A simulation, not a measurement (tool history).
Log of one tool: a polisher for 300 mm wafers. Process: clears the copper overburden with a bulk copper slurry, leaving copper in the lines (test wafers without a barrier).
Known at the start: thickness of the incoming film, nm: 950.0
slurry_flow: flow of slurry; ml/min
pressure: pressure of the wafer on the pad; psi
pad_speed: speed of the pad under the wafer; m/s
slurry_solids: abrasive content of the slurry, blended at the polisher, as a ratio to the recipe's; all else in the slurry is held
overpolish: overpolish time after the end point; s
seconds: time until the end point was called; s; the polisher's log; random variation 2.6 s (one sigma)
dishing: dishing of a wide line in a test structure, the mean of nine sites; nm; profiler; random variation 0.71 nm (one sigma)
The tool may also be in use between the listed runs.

run	hour	slurry_flow	pressure	pad_speed	slurry_solids	overpolish	seconds	dishing
1	0	195	2.1	1.28	1	17	91.461	55.183
2	5.2	195	2	1.24	1	19	93.564	54.701
3	9.7	150	2	1.24	1	19	97.989	54.798
4	16.7	150	1.6	1.24	1	19	113.49	50.904
5	19.9	150	1.6	1.2	1	22	119.26	52.389
6	28.2	150	1.6	1.18	1	24	119.32	54.272

The next listed run, before its measurement:
7	33.7	150	1.6	1.16	1	25	?	?

{"run 7": {"seconds": 123.42, "dishing": 54.638}}
